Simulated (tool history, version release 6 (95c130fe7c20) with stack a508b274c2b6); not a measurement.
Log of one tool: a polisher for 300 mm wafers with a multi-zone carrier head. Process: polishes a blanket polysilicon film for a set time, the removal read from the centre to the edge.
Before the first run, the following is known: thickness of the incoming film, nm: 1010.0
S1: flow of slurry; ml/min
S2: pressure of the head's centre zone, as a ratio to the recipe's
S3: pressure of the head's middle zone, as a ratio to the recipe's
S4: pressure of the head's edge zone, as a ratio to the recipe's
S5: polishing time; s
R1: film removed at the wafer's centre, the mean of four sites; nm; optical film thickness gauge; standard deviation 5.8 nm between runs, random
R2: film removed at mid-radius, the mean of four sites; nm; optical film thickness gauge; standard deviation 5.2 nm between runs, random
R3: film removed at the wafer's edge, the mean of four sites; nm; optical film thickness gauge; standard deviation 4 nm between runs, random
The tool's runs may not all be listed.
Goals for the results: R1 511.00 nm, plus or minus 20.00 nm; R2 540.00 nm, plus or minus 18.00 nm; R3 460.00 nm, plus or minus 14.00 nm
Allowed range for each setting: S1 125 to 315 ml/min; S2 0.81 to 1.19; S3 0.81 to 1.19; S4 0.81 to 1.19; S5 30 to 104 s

run  hour   S1    S2    S3    S4  S5      R1      R2      R3
  1   0.0  205  1.00  1.00  1.00  67  315.28  377.76  366.40
  2   6.9  215  1.03  1.02  0.99  69  344.99  403.21  369.32
  3  13.9  190  1.03  1.02  0.99  69  338.72  393.77  376.74
  4  22.1  195  1.05  1.04  1.00  71  349.18  408.79  385.82
  5  29.6  205  1.07  1.05  1.00  73  385.67  433.35  400.37
  6  31.3  205  1.07  1.12  1.00  73  372.66  442.84  398.64
  7  36.7  215  1.09  1.13  1.01  74  385.91  465.11  406.27
  8  40.5  225  1.11  1.12  1.01  75  410.47  466.70  411.59
  9  42.2  230  1.12  1.13  1.02  76  419.65  482.87  415.86
 10  46.6  235  1.13  1.13  1.03  77  429.41  490.65  421.25

Next run, 5 choices. One meets every target within its allowed miss, the rest don't. Which?
  A  51.0  290  0.92  1.19  1.08  80   ?   ?   ?
  B  51.0  170  1.17  1.00  1.05  88   ?   ?   ?
  C  51.0  300  1.19  1.10  0.93  85   ?   ?   ?
  D  51.0  250  0.82  1.19  1.12  84   ?   ?   ?
  E  51.0  125  0.87  1.00  1.14  85   ?   ?   ?

move      R1      R2      R3
   A  366.35  544.48  460.73
   B  485.42  489.71  483.59
   C  507.16  541.57  464.50
   D  337.03  564.50  485.91
   E  333.62  457.78  470.65
A: the biggest miss grows against the last run
B: moves toward the targets from the last run without getting all of them in spec
C: hits every target within its allowed miss
D: the biggest miss grows against the last run
E: the biggest miss grows against the last run
Answer: C
